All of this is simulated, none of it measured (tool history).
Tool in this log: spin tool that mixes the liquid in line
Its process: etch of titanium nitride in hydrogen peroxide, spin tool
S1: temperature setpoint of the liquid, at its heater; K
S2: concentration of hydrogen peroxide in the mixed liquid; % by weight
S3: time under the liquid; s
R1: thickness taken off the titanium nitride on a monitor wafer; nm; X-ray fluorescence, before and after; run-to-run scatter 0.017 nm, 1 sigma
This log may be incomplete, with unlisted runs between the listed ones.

run  hour      S1    S2  S3      R1
  1   0.0  326.15  21.5  35  3.4811
  2   8.2  326.15  21.5  35  3.4900
  3   8.8  332.65  21.5  35  5.4814
  4  14.9  332.65  21.5  35  5.4367
  5  20.8  337.65  21.5  35  7.6448
  6  25.2  333.65  21.5  35  5.8833

Predict the results of run 7:
  7  29.1  325.65  21.0  35   ?

R1: 3.3658 nm
